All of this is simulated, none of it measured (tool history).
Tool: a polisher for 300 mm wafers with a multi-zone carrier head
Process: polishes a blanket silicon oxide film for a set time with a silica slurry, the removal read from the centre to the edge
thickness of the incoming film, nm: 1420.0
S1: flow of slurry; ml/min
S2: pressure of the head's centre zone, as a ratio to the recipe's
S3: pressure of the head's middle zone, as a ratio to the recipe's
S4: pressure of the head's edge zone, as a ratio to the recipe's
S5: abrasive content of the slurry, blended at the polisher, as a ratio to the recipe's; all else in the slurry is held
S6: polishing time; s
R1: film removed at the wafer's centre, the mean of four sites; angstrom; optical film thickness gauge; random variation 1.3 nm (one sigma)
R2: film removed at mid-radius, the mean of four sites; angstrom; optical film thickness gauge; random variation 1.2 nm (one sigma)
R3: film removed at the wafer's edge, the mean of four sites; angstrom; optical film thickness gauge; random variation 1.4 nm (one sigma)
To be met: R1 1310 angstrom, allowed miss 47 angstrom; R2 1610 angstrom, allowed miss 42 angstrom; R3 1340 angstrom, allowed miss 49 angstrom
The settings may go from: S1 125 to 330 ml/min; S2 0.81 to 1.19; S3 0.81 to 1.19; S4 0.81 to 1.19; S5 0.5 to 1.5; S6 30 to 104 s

{"run": 1, "hour": 0.0, "S1": 210, "S2": 1, "S3": 1, "S4": 1, "S5": 1, "S6": 67, "R1": 2349.5, "R2": 2511.9, "R3": 2417.6}
{"run": 2, "hour": 8.9, "S1": 210, "S2": 0.98, "S3": 1.01, "S4": 0.96, "S5": 0.9, "S6": 63, "R1": 2149.6, "R2": 2299.8, "R3": 2168.3}
{"run": 3, "hour": 11.1, "S1": 230, "S2": 0.98, "S3": 1.01, "S4": 0.96, "S5": 0.9, "S6": 63, "R1": 2175.2, "R2": 2322.4, "R3": 2252.9}
{"run": 4, "hour": 14.7, "S1": 205, "S2": 0.96, "S3": 1.03, "S4": 0.94, "S5": 0.8, "S6": 60, "R1": 1898.5, "R2": 2133.8, "R3": 1974.6}
{"run": 5, "hour": 22.2, "S1": 190, "S2": 0.95, "S3": 1.04, "S4": 0.92, "S5": 0.75, "S6": 58, "R1": 1808, "R2": 2045.6, "R3": 1822}
{"run": 6, "hour": 26.9, "S1": 175, "S2": 0.93, "S3": 1.04, "S4": 0.9, "S5": 0.7, "S6": 56, "R1": 1586.7, "R2": 1907.9, "R3": 1706.4}
{"run": 7, "hour": 28.1, "S1": 165, "S2": 0.93, "S3": 1.05, "S4": 0.88, "S5": 0.65, "S6": 55, "R1": 1532.2, "R2": 1808.3, "R3": 1629}
{"run": 8, "hour": 32.4, "S1": 170, "S2": 0.93, "S3": 1.07, "S4": 0.87, "S5": 0.6, "S6": 53, "R1": 1458, "R2": 1729.6, "R3": 1526.2}
{"run": 9, "hour": 38.8, "S1": 165, "S2": 0.93, "S3": 1.08, "S4": 0.86, "S5": 0.6, "S6": 52, "R1": 1407.5, "R2": 1720.1, "R3": 1495.5}
{"run": 10, "hour": 45.0, "S1": 165, "S2": 0.94, "S3": 1.09, "S4": 0.85, "S5": 0.6, "S6": 51, "R1": 1420.5, "R2": 1708.9, "R3": 1435.9}
{"run": 11, "hour": 52.2, "S1": 160, "S2": 0.94, "S3": 1.09, "S4": 0.84, "S5": 0.6, "S6": 51, "R1": 1421.6, "R2": 1682, "R3": 1422.8}
{"run": 12, "hour": 55.0, "S1": 155, "S2": 0.93, "S3": 1.09, "S4": 0.83, "S5": 0.6, "S6": 51, "R1": 1385.5, "R2": 1683.8, "R3": 1379.6}
{"run": 13, "hour": 60.4, "S1": 150, "S2": 0.92, "S3": 1.08, "S4": 0.83, "S5": 0.6, "S6": 51, "R1": 1343.8, "R2": 1641.9, "R3": 1399.3}

5 next moves are on the table. One of them brings every result within its allowed miss. Which?
{"run": "A", "hour": 65.8, "S1": 125, "S2": 0.85, "S3": 1.05, "S4": 0.81, "S5": 0.75, "S6": 52, "R1": "?", "R2": "?", "R3": "?"}
{"run": "B", "hour": 65.8, "S1": 210, "S2": 0.92, "S3": 1.01, "S4": 0.83, "S5": 0.6, "S6": 50, "R1": "?", "R2": "?", "R3": "?"}
{"run": "C", "hour": 65.8, "S1": 140, "S2": 0.95, "S3": 1.14, "S4": 0.89, "S5": 0.7, "S6": 46, "R1": "?", "R2": "?", "R3": "?"}
{"run": "D", "hour": 65.8, "S1": 180, "S2": 0.85, "S3": 1.05, "S4": 0.9, "S5": 0.7, "S6": 45, "R1": "?", "R2": "?", "R3": "?"}
{"run": "E", "hour": 65.8, "S1": 160, "S2": 0.89, "S3": 1.11, "S4": 0.81, "S5": 0.5, "S6": 53, "R1": "?", "R2": "?", "R3": "?"}

move=A R1=1316.8 R2=1675.2 R3=1475.8
move=B R1=1439.8 R2=1618.7 R3=1447.8
move=C R1=1313.8 R2=1601.4 R3=1359
move=D R1=1221.6 R2=1537.2 R3=1387.7
move=E R1=1332.6 R2=1685.7 R3=1391.8
A: further off than the last run
B: further off than the last run
C: meets every target
D: brings the result that was furthest off to its target, and leaves another outside
E: further off than the last run
Move C is the one to make.
